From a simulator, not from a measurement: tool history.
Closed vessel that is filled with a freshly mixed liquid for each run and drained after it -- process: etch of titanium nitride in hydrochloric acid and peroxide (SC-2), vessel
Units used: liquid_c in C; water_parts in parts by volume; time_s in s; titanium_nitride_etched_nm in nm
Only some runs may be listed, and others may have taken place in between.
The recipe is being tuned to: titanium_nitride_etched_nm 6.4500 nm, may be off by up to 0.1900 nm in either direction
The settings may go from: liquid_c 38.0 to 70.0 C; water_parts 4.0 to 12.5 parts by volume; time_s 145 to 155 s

run 1 hour=0.0 | liquid_c=54.0 water_parts=7.0 time_s=145 | titanium_nitride_etched_nm=8.2308
run 2 hour=7.0 | liquid_c=53.0 water_parts=7.0 time_s=145 | titanium_nitride_etched_nm=7.4892
run 3 hour=12.3 | liquid_c=52.5 water_parts=7.0 time_s=145 | titanium_nitride_etched_nm=7.4514
run 4 hour=20.7 | liquid_c=52.0 water_parts=7.0 time_s=145 | titanium_nitride_etched_nm=7.1423
run 5 hour=23.5 | liquid_c=52.0 water_parts=7.0 time_s=145 | titanium_nitride_etched_nm=7.1296
run 6 hour=29.1 | liquid_c=52.0 water_parts=7.0 time_s=155 | titanium_nitride_etched_nm=7.7095
run 7 hour=31.5 | liquid_c=51.5 water_parts=7.0 time_s=155 | titanium_nitride_etched_nm=7.3227
run 8 hour=33.2 | liquid_c=51.0 water_parts=7.0 time_s=155 | titanium_nitride_etched_nm=6.9769
run 9 hour=37.5 | liquid_c=50.5 water_parts=7.0 time_s=155 | titanium_nitride_etched_nm=6.9052
run 10 hour=41.8 | liquid_c=50.0 water_parts=7.0 time_s=155 | titanium_nitride_etched_nm=6.6156

Next run, 5 choices. One meets every target within its allowed miss, the rest don't. Which?
run A hour=46.1 | liquid_c=51.0 water_parts=7.0 time_s=155 | titanium_nitride_etched_nm=?
run B hour=46.1 | liquid_c=50.0 water_parts=6.0 time_s=145 | titanium_nitride_etched_nm=?
run C hour=46.1 | liquid_c=51.5 water_parts=7.5 time_s=145 | titanium_nitride_etched_nm=?
run D hour=46.1 | liquid_c=49.5 water_parts=6.0 time_s=150 | titanium_nitride_etched_nm=?
run E hour=46.1 | liquid_c=52.0 water_parts=8.0 time_s=155 | titanium_nitride_etched_nm=?

move=A titanium_nitride_etched_nm=7.1027
move=B titanium_nitride_etched_nm=6.9943
move=C titanium_nitride_etched_nm=6.5065
move=D titanium_nitride_etched_nm=6.9979
move=E titanium_nitride_etched_nm=6.8290
A: moves away from the targets compared with the last run
B: moves away from the targets compared with the last run
C: hits every target within its allowed miss
D: moves away from the targets compared with the last run
E: moves away from the targets compared with the last run
C meets every target.
